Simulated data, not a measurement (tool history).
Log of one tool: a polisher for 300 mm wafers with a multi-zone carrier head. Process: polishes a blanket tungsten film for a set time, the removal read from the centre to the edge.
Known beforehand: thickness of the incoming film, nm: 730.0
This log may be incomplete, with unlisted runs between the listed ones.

| run | hour | flow of slurry (ml/min) | pressure of the head's centre zone | pressure of the head's middle zone | pressure of the head's edge zone | abrasive content of the slurry | polishing time (s) | film removed at the wafer's centre (Å) | film removed at mid-radius (Å) | film removed at the wafer's edge (Å) |
|---|---|---|---|---|---|---|---|---|---|---|
| 1 | 0.0 | 155 | 1.00 | 1.00 | 1.00 | 1.00 | 32 | 2870.2 | 2874.4 | 2974.7 |
| 2 | 6.8 | 165 | 1.03 | 1.02 | 1.02 | 1.10 | 33 | 3176.8 | 3092.1 | 3156.2 |
| 3 | 8.6 | 165 | 1.03 | 1.02 | 1.02 | 0.90 | 33 | 3018.7 | 2984.9 | 3117.8 |
| 4 | 15.1 | 165 | 1.03 | 1.02 | 1.02 | 1.00 | 33 | 3100.4 | 3037.4 | 3124.9 |
| 5 | 16.7 | 165 | 1.03 | 1.02 | 0.97 | 1.00 | 33 | 3146.6 | 2993.6 | 3046.0 |
| 6 | 21.0 | 165 | 1.03 | 1.02 | 0.97 | 1.10 | 33 | 3168.2 | 3042.2 | 3109.4 |
| 7 | 25.1 | 170 | 1.05 | 1.03 | 1.00 | 1.15 | 34 | 3330.4 | 3253.9 | 3329.4 |
| 8 | 33.6 | 180 | 1.08 | 1.04 | 1.00 | 1.20 | 35 | 3677.9 | 3394.8 | 3392.4 |

Run 9 is up next; what results do you expect?
| 9 | 39.6 | 185 | 1.08 | 1.10 | 1.10 | 1.45 | 39 | ? | ? | ? |

{"run 9": {"film removed at the wafer's centre (Å)": 4224.0, "film removed at mid-radius (Å)": 4170.2, "film removed at the wafer's edge (Å)": 4202.2}}
